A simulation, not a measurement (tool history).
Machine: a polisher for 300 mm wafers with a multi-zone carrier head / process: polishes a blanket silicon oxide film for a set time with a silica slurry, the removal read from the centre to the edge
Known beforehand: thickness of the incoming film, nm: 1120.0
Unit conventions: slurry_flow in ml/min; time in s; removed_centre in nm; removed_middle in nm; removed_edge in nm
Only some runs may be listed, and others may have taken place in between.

run	hour	slurry_flow	centre_zone	middle_zone	edge_zone	slurry_solids	time	removed_centre	removed_middle	removed_edge
1	0.0	295	1.00	1.00	1.00	1.00	72	199.57	205.44	211.09
2	0.9	295	1.01	1.01	1.03	1.10	73	216.48	225.97	225.46
3	8.8	235	1.01	1.01	1.03	1.10	73	213.86	222.30	220.08
4	12.4	235	1.01	0.95	1.03	1.10	73	211.80	211.39	223.58
5	16.1	245	1.01	0.95	1.06	1.20	74	226.06	222.59	244.33
6	16.8	255	1.02	0.98	1.09	1.25	74	234.36	235.97	248.43
7	17.5	265	1.02	0.99	1.11	1.30	75	242.54	242.79	260.58
8	24.4	270	1.02	1.00	1.12	1.35	76	250.08	255.26	274.10
9	25.3	275	1.03	1.01	1.13	1.40	76	258.61	261.74	275.94
10	26.2	275	1.03	1.02	1.14	1.40	76	259.89	259.22	277.90
11	32.7	280	1.03	1.03	1.14	1.40	76	259.97	271.09	278.06
12	39.2	285	1.03	1.03	1.15	1.40	76	259.99	257.48	281.65
13	47.5	285	1.03	1.04	1.15	1.40	76	260.07	265.43	280.45
14	49.6	285	1.03	1.05	1.16	1.40	76	259.98	270.25	279.16
15	51.5	290	1.03	1.05	1.17	1.40	76	254.67	274.71	282.96
16	55.1	295	1.03	1.05	1.17	1.40	76	257.85	272.62	277.01
17	55.7	295	1.03	1.05	1.17	1.45	77	263.23	272.46	291.70

The next listed run, before its measurement:
18	63.3	295	1.03	1.06	1.17	1.45	77	?	?	?

removed_centre: 264.76 nm
removed_middle: 279.33 nm
removed_edge: 287.69 nm
